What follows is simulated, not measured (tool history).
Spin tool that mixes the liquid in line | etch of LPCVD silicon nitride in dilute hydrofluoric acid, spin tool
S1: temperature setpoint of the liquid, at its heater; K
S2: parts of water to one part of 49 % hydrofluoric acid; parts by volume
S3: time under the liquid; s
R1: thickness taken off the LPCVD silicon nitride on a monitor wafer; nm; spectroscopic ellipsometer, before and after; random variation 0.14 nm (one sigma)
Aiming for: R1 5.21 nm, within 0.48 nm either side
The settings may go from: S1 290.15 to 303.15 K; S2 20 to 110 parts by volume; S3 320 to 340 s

| run | hour | S1 | S2 | S3 | R1 |
|---|---|---|---|---|---|
| 1 | 0 | 295.15 | 60 | 320 | 1.835 |
| 2 | 5.1 | 297.65 | 60 | 320 | 2.0918 |
| 3 | 9.7 | 298.15 | 55 | 320 | 2.3842 |
| 4 | 11.9 | 301.15 | 55 | 320 | 3.0941 |
| 5 | 20.8 | 301.15 | 65 | 320 | 2.6548 |
| 6 | 25.7 | 301.15 | 60 | 320 | 2.8531 |
| 7 | 29.9 | 301.15 | 55 | 320 | 3.1619 |
| 8 | 37.3 | 302.15 | 45 | 325 | 3.9753 |

Which one of the following 5 next-run settings gets every result inside its allowed miss? There is exactly one.
| A | 44.7 | 301.65 | 55 | 320 | ? |
| B | 44.7 | 298.65 | 35 | 320 | ? |
| C | 44.7 | 296.65 | 25 | 330 | ? |
| D | 44.7 | 303.15 | 65 | 325 | ? |
| E | 44.7 | 300.15 | 55 | 320 | ? |

| move | R1 |
|---|---|
| A | 3.1943 |
| B | 4.0805 |
| C | 5.0859 |
| D | 3.0279 |
| E | 2.8958 |
A: the biggest miss grows against the last run
B: closer than the last run, but not yet in spec
C: every result lands within tolerance
D: the biggest miss grows against the last run
E: the biggest miss grows against the last run
The right move is C.
